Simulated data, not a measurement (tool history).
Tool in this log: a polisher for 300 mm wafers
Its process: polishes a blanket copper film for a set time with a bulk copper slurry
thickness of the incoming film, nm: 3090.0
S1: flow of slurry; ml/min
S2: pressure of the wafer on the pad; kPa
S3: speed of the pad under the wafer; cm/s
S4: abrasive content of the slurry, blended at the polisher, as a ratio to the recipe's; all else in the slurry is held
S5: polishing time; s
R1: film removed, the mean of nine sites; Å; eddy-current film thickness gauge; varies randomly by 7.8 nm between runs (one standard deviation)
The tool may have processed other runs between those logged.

run,hour,S1,S2,S3,S4,S5,R1
1,0.0,245,12.4,140,1.0,58,4025.4
2,3.8,245,13.8,140,1.0,58,4305.9
3,12.7,245,13.8,140,1.0,58,4442.7
4,15.9,245,13.8,140,1.0,58,4402.9
5,19.3,245,13.8,158,1.0,58,5057.0
6,21.4,245,14.5,158,1.0,58,5243.0
7,30.1,245,15.2,158,1.0,58,5479.0
8,34.8,245,15.9,158,1.0,58,5644.4
9,39.9,245,16.5,158,1.0,58,5705.8
10,43.2,245,17.2,160,1.0,58,6094.3

For run 11, what comes out?
11,44.7,245,17.9,160,1.0,58,?

R1: 6373.5 Å

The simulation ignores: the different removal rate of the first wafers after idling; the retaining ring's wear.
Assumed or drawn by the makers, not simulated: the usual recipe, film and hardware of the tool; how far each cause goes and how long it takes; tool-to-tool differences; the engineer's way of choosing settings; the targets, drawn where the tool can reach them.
